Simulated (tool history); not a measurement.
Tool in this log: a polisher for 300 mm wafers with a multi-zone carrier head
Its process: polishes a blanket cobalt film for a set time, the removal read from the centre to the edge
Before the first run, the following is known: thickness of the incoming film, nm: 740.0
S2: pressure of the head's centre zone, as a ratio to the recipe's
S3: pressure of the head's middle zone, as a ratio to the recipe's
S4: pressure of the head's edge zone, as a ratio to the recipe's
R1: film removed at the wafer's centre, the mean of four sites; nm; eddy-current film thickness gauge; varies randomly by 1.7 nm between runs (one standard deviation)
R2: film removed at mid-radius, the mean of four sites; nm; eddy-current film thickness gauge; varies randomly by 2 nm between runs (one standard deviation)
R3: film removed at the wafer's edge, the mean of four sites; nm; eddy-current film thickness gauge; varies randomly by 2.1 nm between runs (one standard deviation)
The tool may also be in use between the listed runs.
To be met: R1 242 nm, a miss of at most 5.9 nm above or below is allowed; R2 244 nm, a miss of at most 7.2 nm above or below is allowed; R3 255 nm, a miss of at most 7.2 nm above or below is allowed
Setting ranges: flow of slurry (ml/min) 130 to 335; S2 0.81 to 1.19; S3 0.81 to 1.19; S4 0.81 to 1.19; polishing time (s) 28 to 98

run 1 hour=0 | flow_of_slurry_(ml/min)=215 S2=1 S3=1 S4=1 polishing_time_(s)=63 | R1=225.37 R2=225.68 R3=216.77
run 2 hour=1.5 | flow_of_slurry_(ml/min)=245 S2=1 S3=1 S4=1 polishing_time_(s)=63 | R1=231.2 R2=233.32 R3=220.81
run 3 hour=7.2 | flow_of_slurry_(ml/min)=245 S2=1 S3=1.04 S4=1 polishing_time_(s)=63 | R1=230.53 R2=239.5 R3=221
run 4 hour=9.1 | flow_of_slurry_(ml/min)=260 S2=1 S3=1.03 S4=1.05 polishing_time_(s)=63 | R1=229.05 R2=239.82 R3=228.04
run 5 hour=13.9 | flow_of_slurry_(ml/min)=270 S2=1.01 S3=1.02 S4=1.08 polishing_time_(s)=64 | R1=240.48 R2=242.44 R3=236.82
run 6 hour=19.7 | flow_of_slurry_(ml/min)=270 S2=1.01 S3=1.02 S4=1.08 polishing_time_(s)=69 | R1=256.19 R2=260.77 R3=250.69
run 7 hour=22.7 | flow_of_slurry_(ml/min)=260 S2=1 S3=1.01 S4=1.1 polishing_time_(s)=69 | R1=251.35 R2=256.89 R3=255.4
run 8 hour=31.3 | flow_of_slurry_(ml/min)=250 S2=1 S3=1 S4=1.11 polishing_time_(s)=69 | R1=253.25 R2=256.92 R3=257.58

Which of these 4 next moves meets every target?
run A hour=39.9 | flow_of_slurry_(ml/min)=260 S2=0.97 S3=1.15 S4=1.1 polishing_time_(s)=69 | R1=? R2=? R3=?
run B hour=39.9 | flow_of_slurry_(ml/min)=240 S2=1.03 S3=0.98 S4=1.08 polishing_time_(s)=71 | R1=? R2=? R3=?
run C hour=39.9 | flow_of_slurry_(ml/min)=240 S2=1 S3=0.98 S4=1.16 polishing_time_(s)=67 | R1=? R2=? R3=?
run D hour=39.9 | flow_of_slurry_(ml/min)=220 S2=1.04 S3=0.92 S4=1.04 polishing_time_(s)=73 | R1=? R2=? R3=?

move=A R1=243.45 R2=283.66 R3=255.71
move=B R1=262.89 R2=253.35 R3=259.32
move=C R1=240.8 R2=239.09 R3=253.79
move=D R1=269.23 R2=244.66 R3=259.54
A: brings the last run's worst result on target, with another outside its allowed miss
B: its largest miss is bigger than the last run's
C: every result lands within tolerance
D: its largest miss is bigger than the last run's
The right move is C.

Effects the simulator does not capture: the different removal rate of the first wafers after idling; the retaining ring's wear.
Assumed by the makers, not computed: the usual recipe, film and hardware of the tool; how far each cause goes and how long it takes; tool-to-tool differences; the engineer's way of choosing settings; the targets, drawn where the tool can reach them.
